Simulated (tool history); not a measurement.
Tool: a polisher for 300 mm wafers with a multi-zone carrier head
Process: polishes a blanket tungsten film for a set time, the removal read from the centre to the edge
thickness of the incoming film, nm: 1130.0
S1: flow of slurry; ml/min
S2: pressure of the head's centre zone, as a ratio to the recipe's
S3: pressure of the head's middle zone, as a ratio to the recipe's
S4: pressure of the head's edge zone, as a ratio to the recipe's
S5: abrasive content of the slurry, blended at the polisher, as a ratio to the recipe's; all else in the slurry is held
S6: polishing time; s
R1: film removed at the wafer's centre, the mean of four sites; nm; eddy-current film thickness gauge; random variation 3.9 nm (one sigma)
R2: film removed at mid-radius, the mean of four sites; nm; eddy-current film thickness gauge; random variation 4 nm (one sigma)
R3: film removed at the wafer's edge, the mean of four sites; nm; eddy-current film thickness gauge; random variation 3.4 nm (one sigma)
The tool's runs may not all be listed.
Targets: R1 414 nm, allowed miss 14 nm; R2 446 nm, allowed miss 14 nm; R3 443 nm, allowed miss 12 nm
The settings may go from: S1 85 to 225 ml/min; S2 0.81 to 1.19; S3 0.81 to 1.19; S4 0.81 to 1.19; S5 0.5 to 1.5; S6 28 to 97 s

run,hour,S1,S2,S3,S4,S5,S6,R1,R2,R3
1,0,145,1,1,1,1,62,359.8,349.14,336.75
2,4.9,150,0.99,1.01,1.03,1.1,62,357.71,356.43,345.9
3,13.8,150,0.99,1.01,1.03,1.3,62,370.33,361.01,354.81
4,22.1,155,0.98,1.02,1.05,1.35,63,377.2,379.74,368
5,24.8,155,0.98,0.98,1.05,1.35,63,375.95,370.18,368.55
6,32.9,160,0.97,0.99,1.07,1.4,64,382.15,385,383.51
7,37,165,0.97,0.99,1.09,1.4,64,380.02,385.94,386.37
8,44.8,170,0.97,1,1.1,1.4,65,396.99,387.54,397.27
9,51.1,175,0.96,1.02,1.11,1.4,66,388.8,404.19,404.89

Which of these 5 next moves meets every target?
A,57.4,175,0.93,1.05,1.14,1.4,71,?,?,?
B,57.4,190,0.87,1.19,0.86,1.35,66,?,?,?
C,57.4,165,0.9,1.15,1.06,1.5,65,?,?,?
D,57.4,190,1.03,1.07,1,1.5,60,?,?,?
E,57.4,160,1.02,0.98,1.09,1.45,70,?,?,?

move,R1,R2,R3
A,419.31,439.6,435.86
B,367.4,450.46,363.91
C,372.36,431.31,388.96
D,402.22,385.1,356.36
E,449.25,409.49,420.63
A: meets every target
B: further off than the last run
C: further off than the last run
D: further off than the last run
E: nearer than the last run, and not there yet
Move A is the one to make.
